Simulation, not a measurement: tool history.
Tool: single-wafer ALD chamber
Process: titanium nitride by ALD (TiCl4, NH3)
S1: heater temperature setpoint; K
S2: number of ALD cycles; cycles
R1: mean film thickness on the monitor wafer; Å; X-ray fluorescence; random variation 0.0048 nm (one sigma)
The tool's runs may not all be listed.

Run 1, hour 0: S1 693.15 K, S2 53 cycles, NH3 pulse time (s) 1.62. Result: R1 11.97 Å.
Run 2, hour 3.9: S1 700.15 K, S2 53 cycles, NH3 pulse time (s) 1.62. Result: R1 11.849 Å.
Run 3, hour 4.6: S1 692.15 K, S2 53 cycles, NH3 pulse time (s) 1.62. Result: R1 11.843 Å.
Run 4, hour 9.7: S1 691.15 K, S2 52 cycles, NH3 pulse time (s) 1.46. Result: R1 11.563 Å.
Run 5, hour 15: S1 691.15 K, S2 52 cycles, NH3 pulse time (s) 1.43. Result: R1 11.543 Å.
Run 6, hour 23.4: S1 691.15 K, S2 52 cycles, NH3 pulse time (s) 1.4. Result: R1 11.531 Å.

Run 7 comes next. What will it give?
Run 7, hour 29.9: S1 691.15 K, S2 52 cycles, NH3 pulse time (s) 1.38. Result: R1 ?.

R1: 11.519 Å
